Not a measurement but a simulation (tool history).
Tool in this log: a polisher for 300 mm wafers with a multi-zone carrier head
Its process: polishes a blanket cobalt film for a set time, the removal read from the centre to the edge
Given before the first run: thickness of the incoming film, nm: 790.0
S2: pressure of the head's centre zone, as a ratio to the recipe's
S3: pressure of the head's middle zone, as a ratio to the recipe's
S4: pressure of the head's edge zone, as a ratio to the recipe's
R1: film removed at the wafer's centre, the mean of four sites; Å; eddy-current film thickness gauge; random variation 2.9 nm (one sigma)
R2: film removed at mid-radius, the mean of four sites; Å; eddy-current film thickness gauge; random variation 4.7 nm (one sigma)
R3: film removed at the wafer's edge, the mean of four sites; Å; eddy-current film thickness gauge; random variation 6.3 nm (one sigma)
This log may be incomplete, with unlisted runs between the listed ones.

run 1 day=0 | flow_of_slurry_(ml/min)=140 S2=1 S3=1 S4=1 polishing_time_(s)=80 | R1=2998.7 R2=2986.6 R3=3054.6
run 2 day=0.217 | flow_of_slurry_(ml/min)=140 S2=1 S3=0.95 S4=1 polishing_time_(s)=80 | R1=2946.8 R2=2852.8 R3=3051.7
run 3 day=0.383 | flow_of_slurry_(ml/min)=140 S2=1 S3=0.87 S4=1 polishing_time_(s)=80 | R1=2985.8 R2=2645.6 R3=3018.7
run 4 day=0.742 | flow_of_slurry_(ml/min)=140 S2=1 S3=0.87 S4=0.93 polishing_time_(s)=80 | R1=2995.9 R2=2716.6 R3=2937.1
run 5 day=0.9 | flow_of_slurry_(ml/min)=150 S2=0.97 S3=0.93 S4=0.97 polishing_time_(s)=85 | R1=3119.5 R2=3076.4 R3=3225
run 6 day=1.079 | flow_of_slurry_(ml/min)=155 S2=0.95 S3=0.97 S4=1.01 polishing_time_(s)=89 | R1=3235.5 R2=3319.9 R3=3392.7
run 7 day=1.267 | flow_of_slurry_(ml/min)=155 S2=0.95 S3=0.97 S4=1.01 polishing_time_(s)=89 | R1=3210.7 R2=3333.8 R3=3355
run 8 day=1.579 | flow_of_slurry_(ml/min)=140 S2=0.94 S3=1.01 S4=1.05 polishing_time_(s)=95 | R1=3372.1 R2=3559.2 R3=3501.3
run 9 day=1.908 | flow_of_slurry_(ml/min)=160 S2=0.91 S3=1.02 S4=1.08 polishing_time_(s)=97 | R1=3428.3 R2=3819.1 R3=3794.7

Run 10 comes next. What will it give?
run 10 day=2.017 | flow_of_slurry_(ml/min)=170 S2=0.9 S3=1.03 S4=1.1 polishing_time_(s)=98 | R1=? R2=? R3=?

Run 10 produced R1 3422 Å, R2 4008.9 Å, R3 3902 Å.

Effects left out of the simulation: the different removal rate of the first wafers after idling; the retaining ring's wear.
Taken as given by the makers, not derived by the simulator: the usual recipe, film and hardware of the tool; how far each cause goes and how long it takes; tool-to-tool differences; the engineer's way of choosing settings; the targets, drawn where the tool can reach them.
